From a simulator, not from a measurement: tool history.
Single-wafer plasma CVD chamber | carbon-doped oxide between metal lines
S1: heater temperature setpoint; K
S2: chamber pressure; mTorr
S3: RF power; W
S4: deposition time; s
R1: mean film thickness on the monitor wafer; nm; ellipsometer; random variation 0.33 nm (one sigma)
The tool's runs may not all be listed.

run	hour	S1	S2	S3	S4	R1
1	0	598.15	5580	450	10.1	52.975
2	8.6	597.15	5660	460	10.1	53.698
3	16.6	605.15	5660	460	10.1	52.359
4	22.1	605.15	5660	460	10.1	51.934
5	23.3	603.15	5740	465	10.1	52.787
6	25.3	601.15	5780	475	10.1	54.008
7	33.8	599.15	5820	485	10.1	55.365

The next listed run, before its measurement:
8	34.3	598.15	5870	490	10.1	?

R1: 55.196 nm
